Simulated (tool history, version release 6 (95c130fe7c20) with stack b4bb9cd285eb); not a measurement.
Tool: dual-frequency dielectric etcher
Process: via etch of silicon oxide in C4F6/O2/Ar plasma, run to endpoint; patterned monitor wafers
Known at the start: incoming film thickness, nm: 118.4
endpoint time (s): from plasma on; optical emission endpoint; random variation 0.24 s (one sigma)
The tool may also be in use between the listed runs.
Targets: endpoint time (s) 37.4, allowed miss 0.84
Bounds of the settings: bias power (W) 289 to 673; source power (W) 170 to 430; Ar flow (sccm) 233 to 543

Run 1, hour 0: bias power (W) 481, source power (W) 300, Ar flow (sccm) 388. Result: endpoint time (s) 30.977.
Run 2, hour 4: bias power (W) 481, source power (W) 300, Ar flow (sccm) 355. Result: endpoint time (s) 30.369.
Run 3, hour 7.7: bias power (W) 460, source power (W) 290, Ar flow (sccm) 358. Result: endpoint time (s) 31.418.
Run 4, hour 10.3: bias power (W) 460, source power (W) 290, Ar flow (sccm) 395. Result: endpoint time (s) 32.621.
Run 5, hour 17.1: bias power (W) 445, source power (W) 290, Ar flow (sccm) 395. Result: endpoint time (s) 32.459.
Run 6, hour 23.9: bias power (W) 429, source power (W) 290, Ar flow (sccm) 396. Result: endpoint time (s) 33.188.
Run 7, hour 28.5: bias power (W) 414, source power (W) 290, Ar flow (sccm) 396. Result: endpoint time (s) 33.573.
Run 8, hour 35.4: bias power (W) 401, source power (W) 290, Ar flow (sccm) 396. Result: endpoint time (s) 33.883.

Which of these 4 next moves meets every target?
Run A, hour 42.3: bias power (W) 424, source power (W) 210, Ar flow (sccm) 457. Result: endpoint time (s) ?.
Run B, hour 42.3: bias power (W) 462, source power (W) 270, Ar flow (sccm) 354. Result: endpoint time (s) ?.
Run C, hour 42.3: bias power (W) 289, source power (W) 260, Ar flow (sccm) 403. Result: endpoint time (s) ?.
Run D, hour 42.3: bias power (W) 412, source power (W) 340, Ar flow (sccm) 337. Result: endpoint time (s) ?.

move  endpoint time (s)
   A              37.26
   B             32.216
   C             40.157
   D             31.257
A: meets every target
B: further off than the last run
C: takes the result that was furthest off past its target
D: further off than the last run
The right move is A.

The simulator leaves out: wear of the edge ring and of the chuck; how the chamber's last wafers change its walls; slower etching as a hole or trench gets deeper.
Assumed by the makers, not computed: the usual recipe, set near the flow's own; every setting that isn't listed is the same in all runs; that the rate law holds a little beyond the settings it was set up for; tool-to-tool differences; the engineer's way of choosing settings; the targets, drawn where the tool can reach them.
